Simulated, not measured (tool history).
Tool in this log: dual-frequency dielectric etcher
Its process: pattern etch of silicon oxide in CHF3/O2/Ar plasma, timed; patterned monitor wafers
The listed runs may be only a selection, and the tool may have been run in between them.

run,hour,source power (kW),bias power (kW),etch time (s),mean etch depth across the wafer (angstrom)
1,0.0,0.540,0.195,266.0,5169.6
2,5.0,0.560,0.197,266.0,5327.5
3,11.9,0.560,0.197,243.0,4839.9
4,14.7,0.590,0.206,244.5,4980.6
5,16.0,0.620,0.216,249.0,5279.4
6,24.6,0.540,0.216,249.0,5015.1

Run 7, settings as shown, results not yet in. Your forecast:
7,27.1,0.570,0.221,250.5,?

mean etch depth across the wafer (angstrom): 5185.7
